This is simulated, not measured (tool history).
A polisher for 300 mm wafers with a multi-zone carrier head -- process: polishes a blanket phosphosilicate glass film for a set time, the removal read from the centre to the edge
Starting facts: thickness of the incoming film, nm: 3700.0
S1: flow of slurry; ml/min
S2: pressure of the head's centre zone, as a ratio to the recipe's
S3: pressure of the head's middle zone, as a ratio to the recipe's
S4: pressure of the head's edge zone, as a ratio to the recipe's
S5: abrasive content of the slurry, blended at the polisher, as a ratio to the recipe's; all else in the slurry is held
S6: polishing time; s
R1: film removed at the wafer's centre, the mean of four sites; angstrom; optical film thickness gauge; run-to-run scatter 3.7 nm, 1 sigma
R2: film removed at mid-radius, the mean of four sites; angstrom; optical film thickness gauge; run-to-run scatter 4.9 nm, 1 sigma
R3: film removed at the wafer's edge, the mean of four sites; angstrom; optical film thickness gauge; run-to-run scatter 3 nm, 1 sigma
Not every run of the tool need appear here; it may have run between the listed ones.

run 1 hour=0.0 | S1=210 S2=1.00 S3=1.00 S4=1.00 S5=1.00 S6=71 | R1=3546.9 R2=3530.6 R3=3611.5
run 2 hour=5.5 | S1=210 S2=1.00 S3=1.00 S4=1.00 S5=1.10 S6=71 | R1=3702.0 R2=3683.0 R3=3808.3
run 3 hour=10.8 | S1=210 S2=1.00 S3=1.03 S4=1.00 S5=1.10 S6=71 | R1=3763.9 R2=3866.6 R3=3772.3
run 4 hour=12.2 | S1=220 S2=0.99 S3=1.03 S4=1.05 S5=1.20 S6=71 | R1=3933.1 R2=4064.9 R3=4063.2
run 5 hour=16.9 | S1=220 S2=0.99 S3=1.03 S4=1.05 S5=1.20 S6=57 | R1=3092.2 R2=3202.8 R3=3243.8
run 6 hour=23.1 | S1=220 S2=0.97 S3=1.02 S4=1.08 S5=1.30 S6=61 | R1=3398.0 R2=3542.2 R3=3715.5
run 7 hour=29.8 | S1=225 S2=0.96 S3=1.02 S4=1.10 S5=1.35 S6=63 | R1=3527.1 R2=3699.2 R3=3856.2
run 8 hour=33.7 | S1=210 S2=0.95 S3=1.02 S4=1.11 S5=1.40 S6=66 | R1=3615.5 R2=3952.8 R3=4137.2
run 9 hour=39.6 | S1=220 S2=0.95 S3=1.02 S4=1.13 S5=1.45 S6=68 | R1=3779.0 R2=4037.1 R3=4395.0
run 10 hour=42.1 | S1=230 S2=0.95 S3=1.03 S4=1.14 S5=1.45 S6=69 | R1=3942.8 R2=4196.4 R3=4516.3
run 11 hour=50.4 | S1=245 S2=0.94 S3=1.04 S4=1.15 S5=1.45 S6=70 | R1=3919.4 R2=4343.6 R3=4586.1
run 12 hour=53.7 | S1=250 S2=0.95 S3=1.04 S4=1.16 S5=1.45 S6=71 | R1=4149.2 R2=4435.5 R3=4664.9
-- hour=58.6 worn pad replaced by a new one
run 13 hour=58.6 | S1=250 S2=0.95 S3=1.04 S4=1.17 S5=1.45 S6=72 | R1=4549.5 R2=5032.0 R3=5223.2
run 14 hour=62.0 | S1=240 S2=0.95 S3=1.03 S4=1.17 S5=1.45 S6=72 | R1=4502.8 R2=4952.9 R3=5217.2
run 15 hour=66.3 | S1=250 S2=0.94 S3=1.03 S4=1.17 S5=1.45 S6=72 | R1=4570.3 R2=4955.0 R3=5320.1

Run 16 has not been measured yet. What should we expect?
run 16 hour=72.4 | S1=240 S2=0.95 S3=1.03 S4=1.17 S5=1.45 S6=72 | R1=? R2=? R3=?

{"run 16": {"R1": 4578.2, "R2": 4853.8, "R3": 5225.5}}
